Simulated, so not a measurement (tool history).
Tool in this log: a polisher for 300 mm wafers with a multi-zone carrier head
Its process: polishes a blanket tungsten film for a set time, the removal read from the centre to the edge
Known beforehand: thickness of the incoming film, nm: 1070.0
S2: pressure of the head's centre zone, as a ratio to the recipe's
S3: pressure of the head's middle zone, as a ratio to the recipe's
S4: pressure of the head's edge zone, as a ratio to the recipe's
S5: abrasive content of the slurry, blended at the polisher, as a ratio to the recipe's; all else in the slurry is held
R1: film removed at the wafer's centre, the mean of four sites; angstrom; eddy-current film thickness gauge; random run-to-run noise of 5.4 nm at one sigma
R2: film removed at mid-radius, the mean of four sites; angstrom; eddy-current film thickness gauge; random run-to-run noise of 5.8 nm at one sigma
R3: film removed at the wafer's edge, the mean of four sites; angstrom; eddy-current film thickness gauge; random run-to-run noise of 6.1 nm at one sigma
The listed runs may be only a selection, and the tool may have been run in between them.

run 1 hour=0 | flow_of_slurry_(ml/min)=160 S2=1 S3=1 S4=1 S5=1 polishing_time_(s)=67 | R1=3931.2 R2=3904.1 R3=3796.1
run 2 hour=5.1 | flow_of_slurry_(ml/min)=160 S2=1 S3=1.05 S4=1 S5=1 polishing_time_(s)=67 | R1=3960.7 R2=4045.8 R3=3823.4
run 3 hour=11.6 | flow_of_slurry_(ml/min)=160 S2=1 S3=1.04 S4=1.04 S5=1.1 polishing_time_(s)=69 | R1=4194.8 R2=4278 R3=4156.1
run 4 hour=15.4 | flow_of_slurry_(ml/min)=160 S2=0.93 S3=1.04 S4=1.04 S5=1.1 polishing_time_(s)=69 | R1=3896.6 R2=4389.8 R3=4243.8
run 5 hour=19.3 | flow_of_slurry_(ml/min)=165 S2=0.95 S3=1.03 S4=1.07 S5=1.2 polishing_time_(s)=70 | R1=4093.9 R2=4514.7 R3=4485.9
run 6 hour=26.7 | flow_of_slurry_(ml/min)=165 S2=0.95 S3=1.03 S4=1.07 S5=1 polishing_time_(s)=70 | R1=3908.4 R2=4176.8 R3=4172.4
run 7 hour=33.1 | flow_of_slurry_(ml/min)=170 S2=0.97 S3=1.02 S4=1.09 S5=1.1 polishing_time_(s)=71 | R1=4283 R2=4397.3 R3=4382
run 8 hour=41.9 | flow_of_slurry_(ml/min)=170 S2=0.97 S3=1.01 S4=1.11 S5=1.2 polishing_time_(s)=72 | R1=4404.4 R2=4544.8 R3=4700
run 9 hour=44.6 | flow_of_slurry_(ml/min)=175 S2=0.98 S3=1.01 S4=1.12 S5=1.25 polishing_time_(s)=72 | R1=4452 R2=4561 R3=4721.1
run 10 hour=47.7 | flow_of_slurry_(ml/min)=175 S2=0.99 S3=1.01 S4=1.13 S5=1.3 polishing_time_(s)=73 | R1=4682.9 R2=4713.8 R3=4913.5
run 11 hour=55.2 | flow_of_slurry_(ml/min)=180 S2=1 S3=1.01 S4=1.14 S5=1.35 polishing_time_(s)=74 | R1=4906.2 R2=4844.9 R3=5225
run 12 hour=60.2 | flow_of_slurry_(ml/min)=190 S2=1.01 S3=1.02 S4=1.14 S5=1.35 polishing_time_(s)=74 | R1=5011.2 R2=4952.7 R3=5214.6

Run 13 is up next; what results do you expect?
run 13 hour=63.8 | flow_of_slurry_(ml/min)=190 S2=1.01 S3=1.02 S4=1.14 S5=1.35 polishing_time_(s)=74 | R1=? R2=? R3=?

R1: 5029.8 angstrom
R2: 5028.1 angstrom
R3: 5059.8 angstrom
